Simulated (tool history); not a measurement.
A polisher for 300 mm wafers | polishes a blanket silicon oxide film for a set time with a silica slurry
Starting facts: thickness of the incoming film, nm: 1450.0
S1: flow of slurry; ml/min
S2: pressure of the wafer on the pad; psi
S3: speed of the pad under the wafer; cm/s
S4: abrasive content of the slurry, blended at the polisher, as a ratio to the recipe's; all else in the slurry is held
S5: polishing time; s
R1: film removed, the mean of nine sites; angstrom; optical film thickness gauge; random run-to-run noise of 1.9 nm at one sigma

| run | day | S1 | S2 | S3 | S4 | S5 | R1 |
|---|---|---|---|---|---|---|---|
| 1 | 0 | 260 | 5.1 | 148 | 1 | 67 | 3994.2 |
| 2 | 0.154 | 260 | 5.1 | 134 | 1 | 67 | 3647.8 |
| 3 | 0.25 | 200 | 5.1 | 134 | 1 | 67 | 3520.3 |
| 4 | 0.283 | 200 | 5.1 | 134 | 1.1 | 67 | 3616 |
| 5 | 0.562 | 200 | 5.9 | 134 | 1.1 | 67 | 4161.1 |
| 6 | 0.825 | 200 | 5 | 134 | 1.1 | 67 | 3623.8 |
| 7 | 1.183 | 200 | 4.5 | 124 | 1.1 | 67 | 2990 |
| 8 | 1.433 | 200 | 4.1 | 122 | 1.1 | 67 | 2771.2 |
| 9 | 1.562 | 200 | 3.8 | 118 | 1.1 | 67 | 2571.7 |
| 10 | 1.604 | 200 | 3.5 | 114 | 1.1 | 67 | 2260.9 |
| 11 | 1.862 | 200 | 3.3 | 114 | 1.1 | 67 | 2152.4 |
| 12 | 1.942 | 200 | 3.1 | 114 | 1.1 | 67 | 2029.2 |
| 13 | 1.996 | 200 | 3 | 114 | 1.1 | 67 | 1940.9 |
| 14 | 2.225 | 200 | 2.9 | 114 | 1.1 | 67 | 1941.8 |

Run 15 has not been measured yet. What should we expect?
| 15 | 2.571 | 200 | 2.8 | 114 | 1.1 | 67 | ? |

{"run 15": {"R1": 1883.4}}
